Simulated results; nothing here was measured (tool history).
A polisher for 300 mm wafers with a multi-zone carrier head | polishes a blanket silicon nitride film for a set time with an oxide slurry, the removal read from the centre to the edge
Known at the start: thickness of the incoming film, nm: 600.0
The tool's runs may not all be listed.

run,hour,flow of slurry (ml/min),pressure of the head's centre zone,pressure of the head's middle zone,pressure of the head's edge zone,abrasive content of the slurry,polishing time (s),film removed at the wafer's centre (nm),film removed at mid-radius (nm),film removed at the wafer's edge (nm)
1,0,220,1,1,1,1,45,32.871,33.753,32.281
2,2.9,225,1.01,1.01,1.02,1,45,33.191,32.883,33.114
3,6.5,225,1.01,1.01,1.02,0.85,45,32.194,32.173,30.992
4,14.3,225,1.01,1.01,1.02,0.85,35,24.595,25.008,24.797
5,15.1,185,1.01,1.01,1.02,0.85,35,23.848,24.777,23.776
6,19.8,190,1.02,1.03,1.02,0.95,36,26.34,26.847,25.479
7,24.9,195,1.02,1.05,1.03,1.05,37,27.449,29.004,27.251
8,26,205,1.03,1.06,1.04,1.1,37,28.318,28.999,28.051
9,33.9,205,1.03,1.07,1.04,1.15,38,30.43,30.785,28.939
10,35.1,210,1.02,1.08,1.05,1.2,39,30.85,32.525,30.341
11,37.4,215,1.02,1.09,1.06,1.25,39,31.225,32.947,31.269
12,44.4,220,1.02,1.1,1.06,1.3,39,32.141,33.7,31.566

The next listed run, before its measurement:
13,52.8,220,1.02,1.1,1.06,1.3,39,?,?,?

{"run 13": {"film removed at the wafer's centre (nm)": 31.884, "film removed at mid-radius (nm)": 33.544, "film removed at the wafer's edge (nm)": 31.461}}
